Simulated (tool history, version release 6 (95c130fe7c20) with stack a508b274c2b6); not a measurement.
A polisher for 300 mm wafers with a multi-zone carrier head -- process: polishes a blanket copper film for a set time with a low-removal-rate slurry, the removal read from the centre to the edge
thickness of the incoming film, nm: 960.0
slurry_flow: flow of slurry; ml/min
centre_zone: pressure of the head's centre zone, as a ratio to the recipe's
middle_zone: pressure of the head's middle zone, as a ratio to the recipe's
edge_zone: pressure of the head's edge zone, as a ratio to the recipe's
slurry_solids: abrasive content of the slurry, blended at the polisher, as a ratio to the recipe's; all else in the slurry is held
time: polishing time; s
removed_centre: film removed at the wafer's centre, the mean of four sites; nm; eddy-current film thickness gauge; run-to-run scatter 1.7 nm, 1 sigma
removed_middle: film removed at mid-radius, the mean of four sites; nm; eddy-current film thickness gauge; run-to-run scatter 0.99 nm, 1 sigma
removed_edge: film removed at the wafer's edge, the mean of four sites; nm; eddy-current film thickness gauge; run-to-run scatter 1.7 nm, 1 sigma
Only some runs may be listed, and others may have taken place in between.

run	day	slurry_flow	centre_zone	middle_zone	edge_zone	slurry_solids	time	removed_centre	removed_middle	removed_edge
1	0.000	200	1.00	1.00	1.00	1.00	34	151.53	157.06	157.40
2	0.175	165	1.00	1.00	1.00	1.00	34	148.54	153.69	155.23
3	0.267	165	1.07	1.00	1.00	1.00	34	160.67	153.07	153.43
4	0.325	165	1.07	1.00	1.00	0.90	34	153.75	147.00	150.38
5	0.417	165	1.02	1.01	0.96	0.85	34	146.15	146.37	143.47
6	0.438	160	0.97	1.01	0.95	0.80	34	136.33	143.99	139.85

Run 7 comes next. What will it give?
7	0.467	155	0.93	1.01	0.94	0.75	34	?	?	?

{"run 7": {"removed_centre": 121.96, "removed_middle": 139.07, "removed_edge": 133.66}}

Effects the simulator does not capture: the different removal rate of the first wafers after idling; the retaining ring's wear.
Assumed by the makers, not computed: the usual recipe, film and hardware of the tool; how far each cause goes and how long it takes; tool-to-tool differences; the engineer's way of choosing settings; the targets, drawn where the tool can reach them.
